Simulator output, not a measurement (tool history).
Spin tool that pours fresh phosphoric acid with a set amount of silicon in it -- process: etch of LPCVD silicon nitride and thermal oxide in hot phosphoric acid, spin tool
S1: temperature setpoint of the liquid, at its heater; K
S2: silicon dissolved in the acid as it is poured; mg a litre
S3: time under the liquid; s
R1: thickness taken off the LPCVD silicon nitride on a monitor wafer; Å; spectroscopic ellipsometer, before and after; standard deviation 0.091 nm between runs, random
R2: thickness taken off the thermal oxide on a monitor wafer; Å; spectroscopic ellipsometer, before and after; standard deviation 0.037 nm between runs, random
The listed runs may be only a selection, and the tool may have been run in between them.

Run 1, hour 0: S1 435.15 K, S2 16 mg a litre, S3 60 s. Result: R1 68.567 Å, R2 0.86892 Å.
Run 2, hour 7.1: S1 436.15 K, S2 16.5 mg a litre, S3 70 s. Result: R1 83.342 Å, R2 1.174 Å.
Run 3, hour 11: S1 437.15 K, S2 16.5 mg a litre, S3 70 s. Result: R1 85.99 Å, R2 2.2278 Å.
Run 4, hour 16.1: S1 437.15 K, S2 16.5 mg a litre, S3 85 s. Result: R1 104.12 Å, R2 1.8901 Å.
Run 5, hour 20.4: S1 437.15 K, S2 17.5 mg a litre, S3 90 s. Result: R1 109.62 Å, R2 1.6095 Å.
Run 6, hour 21: S1 437.15 K, S2 18 mg a litre, S3 95 s. Result: R1 115.47 Å, R2 1.9645 Å.
Run 7, hour 26.7: S1 437.15 K, S2 18 mg a litre, S3 95 s. Result: R1 116.28 Å, R2 2.712 Å.

Run 8, settings as shown, results not yet in. Your forecast:
Run 8, hour 27.8: S1 436.65 K, S2 13.5 mg a litre, S3 95 s. Result: R1 ?, R2 ?.

Run 8 produced R1 113.8 Å, R2 2.908 Å.

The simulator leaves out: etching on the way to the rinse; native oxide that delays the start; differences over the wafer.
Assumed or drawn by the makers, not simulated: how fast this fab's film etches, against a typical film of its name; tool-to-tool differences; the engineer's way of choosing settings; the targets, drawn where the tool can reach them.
